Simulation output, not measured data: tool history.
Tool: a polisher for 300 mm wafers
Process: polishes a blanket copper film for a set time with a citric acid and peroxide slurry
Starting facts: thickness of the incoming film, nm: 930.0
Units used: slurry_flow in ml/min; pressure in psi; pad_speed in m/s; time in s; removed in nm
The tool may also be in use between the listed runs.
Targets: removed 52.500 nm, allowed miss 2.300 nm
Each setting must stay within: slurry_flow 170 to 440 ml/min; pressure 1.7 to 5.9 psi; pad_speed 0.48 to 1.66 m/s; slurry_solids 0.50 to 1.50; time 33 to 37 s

| run | hour | slurry_flow | pressure | pad_speed | slurry_solids | time | removed |
|---|---|---|---|---|---|---|---|
| 1 | 0.0 | 280 | 3.8 | 1.06 | 1.00 | 37 | 107.170 |
| 2 | 5.6 | 280 | 3.3 | 1.02 | 1.00 | 37 | 89.988 |
| 3 | 12.9 | 280 | 3.3 | 1.02 | 1.00 | 33 | 79.531 |
| 4 | 19.2 | 280 | 4.0 | 1.02 | 1.00 | 33 | 98.032 |
|  | 22.3 | slurry nozzle cleaned |
| 5 | 22.3 | 280 | 3.5 | 1.00 | 1.00 | 33 | 89.321 |
| 6 | 23.5 | 210 | 3.5 | 1.00 | 1.00 | 33 | 86.330 |
| 7 | 32.0 | 210 | 3.1 | 0.98 | 1.00 | 33 | 74.629 |
| 8 | 39.3 | 210 | 2.8 | 0.98 | 1.00 | 33 | 66.960 |
| 9 | 45.6 | 210 | 2.6 | 0.98 | 1.00 | 33 | 63.222 |
| 10 | 51.1 | 210 | 2.5 | 0.98 | 1.00 | 33 | 60.955 |
| 11 | 56.0 | 210 | 2.4 | 0.98 | 1.00 | 33 | 59.266 |
| 12 | 59.1 | 210 | 2.3 | 0.98 | 1.00 | 33 | 56.511 |

Which single option among these 4 for the next run brings every result within its allowed miss of target? Just one does.
| A | 62.2 | 205 | 2.7 | 0.88 | 1.05 | 36 | ? |
| B | 62.2 | 245 | 2.8 | 0.76 | 0.85 | 33 | ? |
| C | 62.2 | 190 | 2.5 | 0.86 | 1.05 | 37 | ? |
| D | 62.2 | 185 | 2.8 | 0.88 | 1.05 | 33 | ? |

| move | removed |
|---|---|
| A | 64.900 |
| B | 52.079 |
| C | 59.917 |
| D | 60.575 |
A: moves away from the targets compared with the last run
B: hits every target within its allowed miss
C: moves away from the targets compared with the last run
D: moves away from the targets compared with the last run
The right move is B.
